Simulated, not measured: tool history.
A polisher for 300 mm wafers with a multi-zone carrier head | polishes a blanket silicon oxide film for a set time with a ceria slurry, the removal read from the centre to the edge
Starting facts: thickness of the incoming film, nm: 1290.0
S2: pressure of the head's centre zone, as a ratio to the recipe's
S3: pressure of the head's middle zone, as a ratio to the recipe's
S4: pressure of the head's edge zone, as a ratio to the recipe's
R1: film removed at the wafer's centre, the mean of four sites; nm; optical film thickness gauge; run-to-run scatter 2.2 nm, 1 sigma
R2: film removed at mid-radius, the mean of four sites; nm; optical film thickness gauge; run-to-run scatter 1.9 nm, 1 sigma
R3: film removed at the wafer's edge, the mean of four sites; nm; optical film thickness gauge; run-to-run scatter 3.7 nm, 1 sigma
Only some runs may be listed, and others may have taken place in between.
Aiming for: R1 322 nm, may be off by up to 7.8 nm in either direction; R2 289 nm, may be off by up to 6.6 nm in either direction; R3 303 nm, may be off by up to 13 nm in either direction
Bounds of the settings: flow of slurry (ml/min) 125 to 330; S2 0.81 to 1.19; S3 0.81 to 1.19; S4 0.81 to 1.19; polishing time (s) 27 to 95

run 1 hour=0 | flow_of_slurry_(ml/min)=210 S2=1 S3=1 S4=1 polishing_time_(s)=61 | R1=226.68 R2=225.68 R3=235.5
run 2 hour=2.7 | flow_of_slurry_(ml/min)=170 S2=1 S3=1 S4=1 polishing_time_(s)=61 | R1=219.76 R2=220.02 R3=226.87
run 3 hour=5.9 | flow_of_slurry_(ml/min)=170 S2=1 S3=1 S4=1.04 polishing_time_(s)=61 | R1=220.39 R2=223.24 R3=226.13
run 4 hour=6.5 | flow_of_slurry_(ml/min)=125 S2=1 S3=1 S4=1.04 polishing_time_(s)=61 | R1=216.78 R2=213.06 R3=225.71
run 5 hour=13.7 | flow_of_slurry_(ml/min)=135 S2=1.03 S3=1 S4=1.07 polishing_time_(s)=65 | R1=236.9 R2=231.33 R3=245.91
run 6 hour=20 | flow_of_slurry_(ml/min)=160 S2=1.07 S3=1.01 S4=1.08 polishing_time_(s)=67 | R1=259.2 R2=244.4 R3=260.65
run 7 hour=25.7 | flow_of_slurry_(ml/min)=185 S2=1.1 S3=1.03 S4=1.1 polishing_time_(s)=68 | R1=274.88 R2=257.02 R3=265.7
run 8 hour=33.6 | flow_of_slurry_(ml/min)=200 S2=1.11 S3=1.03 S4=1.12 polishing_time_(s)=69 | R1=281.63 R2=261.84 R3=270.8
run 9 hour=34.8 | flow_of_slurry_(ml/min)=205 S2=1.12 S3=1.03 S4=1.13 polishing_time_(s)=70 | R1=293.66 R2=261.33 R3=274.97
run 10 hour=42.8 | flow_of_slurry_(ml/min)=205 S2=1.12 S3=1.04 S4=1.14 polishing_time_(s)=71 | R1=297.58 R2=269.87 R3=287.94
run 11 hour=47.5 | flow_of_slurry_(ml/min)=220 S2=1.13 S3=1.05 S4=1.15 polishing_time_(s)=71 | R1=299.82 R2=278.01 R3=283.75

Exactly one of the 4 candidate moves below puts every result within its allowed miss. Which one?
run A hour=52.2 | flow_of_slurry_(ml/min)=220 S2=1.05 S3=1.02 S4=1.19 polishing_time_(s)=72 | R1=? R2=? R3=?
run B hour=52.2 | flow_of_slurry_(ml/min)=240 S2=1.18 S3=1.07 S4=1.07 polishing_time_(s)=71 | R1=? R2=? R3=?
run C hour=52.2 | flow_of_slurry_(ml/min)=200 S2=1.1 S3=1.1 S4=1.11 polishing_time_(s)=75 | R1=? R2=? R3=?
run D hour=52.2 | flow_of_slurry_(ml/min)=300 S2=1.13 S3=1.02 S4=1.13 polishing_time_(s)=74 | R1=? R2=? R3=?

move=A R1=281.99 R2=271.49 R3=295.38
move=B R1=315.65 R2=280.91 R3=277.3
move=C R1=304.92 R2=298.84 R3=294.52
move=D R1=321.61 R2=286.57 R3=301.62
A: moves away from the targets compared with the last run
B: meets the target for the result that was furthest off, but another lies outside its allowed miss
C: nearer the targets than the last run, but a result is still out of spec
D: every result lands within tolerance
So the answer is move D, the one that meets all the targets.
